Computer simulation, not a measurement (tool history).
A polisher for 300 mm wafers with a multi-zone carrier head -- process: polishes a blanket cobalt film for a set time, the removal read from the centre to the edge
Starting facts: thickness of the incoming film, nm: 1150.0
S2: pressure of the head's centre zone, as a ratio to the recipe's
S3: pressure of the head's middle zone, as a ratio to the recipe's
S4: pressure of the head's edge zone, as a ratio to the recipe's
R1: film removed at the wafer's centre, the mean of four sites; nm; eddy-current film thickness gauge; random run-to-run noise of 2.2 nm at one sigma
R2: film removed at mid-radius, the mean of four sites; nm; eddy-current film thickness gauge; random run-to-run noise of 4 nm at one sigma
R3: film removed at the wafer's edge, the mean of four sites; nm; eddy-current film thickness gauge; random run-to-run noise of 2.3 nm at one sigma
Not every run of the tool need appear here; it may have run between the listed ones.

Run 1, day 0.000: flow of slurry (ml/min) 245, S2 1.00, S3 1.00, S4 1.00, polishing time (s) 64. Result: R1 265.16 nm, R2 265.93 nm, R3 264.15 nm.
Run 2, day 0.229: flow of slurry (ml/min) 245, S2 1.00, S3 1.00, S4 0.95, polishing time (s) 64. Result: R1 266.13 nm, R2 272.82 nm, R3 254.43 nm.
Run 3, day 0.392: flow of slurry (ml/min) 270, S2 1.00, S3 1.00, S4 0.95, polishing time (s) 64. Result: R1 271.19 nm, R2 275.46 nm, R3 257.98 nm.
Run 4, day 0.750: flow of slurry (ml/min) 280, S2 0.99, S3 1.02, S4 0.99, polishing time (s) 66. Result: R1 275.55 nm, R2 283.50 nm, R3 273.40 nm.
Run 5, day 0.783: flow of slurry (ml/min) 280, S2 0.99, S3 1.02, S4 0.93, polishing time (s) 66. Result: R1 273.33 nm, R2 289.90 nm, R3 261.02 nm.
Run 6, day 1.075: flow of slurry (ml/min) 285, S2 0.99, S3 1.04, S4 0.98, polishing time (s) 68. Result: R1 284.67 nm, R2 304.26 nm, R3 277.24 nm.
Run 7, day 1.288: flow of slurry (ml/min) 290, S2 0.98, S3 1.05, S4 1.02, polishing time (s) 69. Result: R1 286.24 nm, R2 304.87 nm, R3 287.04 nm.
Run 8, day 1.417: flow of slurry (ml/min) 290, S2 0.97, S3 1.06, S4 1.05, polishing time (s) 70. Result: R1 286.41 nm, R2 327.86 nm, R3 296.87 nm.
Run 9, day 1.646: flow of slurry (ml/min) 295, S2 0.97, S3 1.05, S4 1.08, polishing time (s) 71. Result: R1 290.93 nm, R2 319.05 nm, R3 309.14 nm.
Run 10, day 1.854: flow of slurry (ml/min) 300, S2 0.97, S3 1.05, S4 1.10, polishing time (s) 72. Result: R1 297.64 nm, R2 330.15 nm, R3 312.62 nm.
Run 11, day 1.958: flow of slurry (ml/min) 300, S2 0.96, S3 1.04, S4 1.12, polishing time (s) 73. Result: R1 296.58 nm, R2 325.87 nm, R3 324.11 nm.

What will run 12 give?
Run 12, day 2.158: flow of slurry (ml/min) 305, S2 0.96, S3 1.04, S4 1.13, polishing time (s) 73. Result: R1 ?, R2 ?, R3 ?.

{"run 12": {"R1": 299.71, "R2": 332.73, "R3": 325.55}}
